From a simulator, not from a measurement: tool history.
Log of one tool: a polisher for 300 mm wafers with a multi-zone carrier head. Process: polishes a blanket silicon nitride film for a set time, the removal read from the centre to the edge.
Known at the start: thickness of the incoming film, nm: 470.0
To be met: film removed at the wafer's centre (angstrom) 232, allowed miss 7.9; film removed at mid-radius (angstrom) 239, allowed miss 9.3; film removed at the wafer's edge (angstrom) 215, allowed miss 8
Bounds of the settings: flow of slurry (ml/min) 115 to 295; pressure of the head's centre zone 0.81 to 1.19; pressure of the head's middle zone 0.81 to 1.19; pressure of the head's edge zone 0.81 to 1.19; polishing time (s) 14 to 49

| run | hour | flow of slurry (ml/min) | pressure of the head's centre zone | pressure of the head's middle zone | pressure of the head's edge zone | polishing time (s) | film removed at the wafer's centre (angstrom) | film removed at mid-radius (angstrom) | film removed at the wafer's edge (angstrom) |
|---|---|---|---|---|---|---|---|---|---|
| 1 | 0 | 190 | 1 | 1 | 1 | 31 | 336.7 | 343.38 | 361.28 |
| 2 | 9 | 190 | 1 | 1 | 1 | 37 | 403.8 | 419.3 | 429.95 |
| 3 | 15.8 | 190 | 1.01 | 1.02 | 0.96 | 33 | 370.98 | 373.79 | 380.19 |
| 4 | 18.1 | 195 | 1.01 | 1.06 | 0.93 | 29 | 321.94 | 332.24 | 326.22 |
|  | 25.1 | edge zone pressure recalibrated |
| 5 | 25.1 | 195 | 1.02 | 1.08 | 0.91 | 27 | 301.7 | 320.4 | 292.42 |
| 6 | 28.1 | 195 | 1.05 | 1.08 | 0.91 | 27 | 307.31 | 315.6 | 291.45 |
| 7 | 34.9 | 185 | 1.03 | 1.06 | 0.82 | 18 | 201.98 | 206.16 | 184.02 |
| 8 | 37.6 | 200 | 1.03 | 1.07 | 0.84 | 18 | 204.06 | 211.07 | 191.17 |
| 9 | 40.6 | 200 | 1.03 | 1.07 | 0.84 | 18 | 204.74 | 208.03 | 192.49 |
| 10 | 44.7 | 205 | 1.04 | 1.09 | 0.85 | 18 | 204.23 | 215.48 | 191.87 |
| 11 | 47.1 | 240 | 1.11 | 1.09 | 0.95 | 20 | 251.74 | 239.88 | 224.99 |

Which of these 4 next moves meets every target?
| A | 49.5 | 250 | 1.07 | 1.12 | 0.96 | 19 | ? | ? | ? |
| B | 49.5 | 250 | 1.17 | 1 | 1 | 21 | ? | ? | ? |
| C | 49.5 | 265 | 1.15 | 1.04 | 1.04 | 20 | ? | ? | ? |
| D | 49.5 | 245 | 1.19 | 1.12 | 0.88 | 20 | ? | ? | ? |

| move | film removed at the wafer's centre (angstrom) | film removed at mid-radius (angstrom) | film removed at the wafer's edge (angstrom) |
|---|---|---|---|
| A | 233.72 | 244.2 | 214.17 |
| B | 282.45 | 249.23 | 241.58 |
| C | 266.34 | 245.47 | 235.44 |
| D | 273.1 | 256.32 | 216.41 |
A: meets every target
B: further off than the last run
C: further off than the last run
D: further off than the last run
Move A is the one to make.

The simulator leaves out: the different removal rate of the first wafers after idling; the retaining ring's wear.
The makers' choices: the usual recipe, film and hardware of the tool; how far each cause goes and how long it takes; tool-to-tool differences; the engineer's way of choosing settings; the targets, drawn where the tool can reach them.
